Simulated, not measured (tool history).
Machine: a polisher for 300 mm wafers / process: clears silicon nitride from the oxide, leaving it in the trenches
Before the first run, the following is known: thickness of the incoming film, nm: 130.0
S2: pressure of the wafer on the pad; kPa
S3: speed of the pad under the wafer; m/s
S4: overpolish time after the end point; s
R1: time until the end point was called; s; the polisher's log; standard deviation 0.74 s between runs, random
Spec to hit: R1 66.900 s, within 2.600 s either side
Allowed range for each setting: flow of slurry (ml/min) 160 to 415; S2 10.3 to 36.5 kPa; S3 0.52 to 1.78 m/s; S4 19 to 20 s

run 1 hour=0.0 | flow_of_slurry_(ml/min)=265 S2=23.4 S3=1.14 S4=19 | R1=102.880
run 2 hour=8.2 | flow_of_slurry_(ml/min)=265 S2=25.5 S3=1.14 S4=19 | R1=98.066
run 3 hour=13.6 | flow_of_slurry_(ml/min)=265 S2=29.6 S3=1.14 S4=19 | R1=82.527
run 4 hour=17.3 | flow_of_slurry_(ml/min)=265 S2=31.0 S3=1.14 S4=19 | R1=80.354
run 5 hour=19.6 | flow_of_slurry_(ml/min)=265 S2=32.4 S3=1.14 S4=19 | R1=77.424
run 6 hour=21.1 | flow_of_slurry_(ml/min)=265 S2=32.4 S3=1.14 S4=19 | R1=75.156
run 7 hour=22.4 | flow_of_slurry_(ml/min)=265 S2=33.1 S3=1.14 S4=19 | R1=74.493
run 8 hour=24.7 | flow_of_slurry_(ml/min)=265 S2=33.1 S3=1.14 S4=19 | R1=74.615

Exercise: of the 4 proposed moves below, exactly one satisfies all targets within the stated allowed misses. Which move is it?
run A hour=27.0 | flow_of_slurry_(ml/min)=280 S2=36.5 S3=1.30 S4=19 | R1=?
run B hour=27.0 | flow_of_slurry_(ml/min)=230 S2=29.6 S3=1.50 S4=19 | R1=?
run C hour=27.0 | flow_of_slurry_(ml/min)=310 S2=36.5 S3=1.28 S4=19 | R1=?
run D hour=27.0 | flow_of_slurry_(ml/min)=345 S2=36.5 S3=1.28 S4=20 | R1=?

move=A R1=60.557
move=B R1=66.775
move=C R1=60.801
move=D R1=60.239
A: takes the biggest miss from the last run beyond its target
B: each result inside its tolerance
C: takes the biggest miss from the last run beyond its target
D: takes the biggest miss from the last run beyond its target
B meets every target.
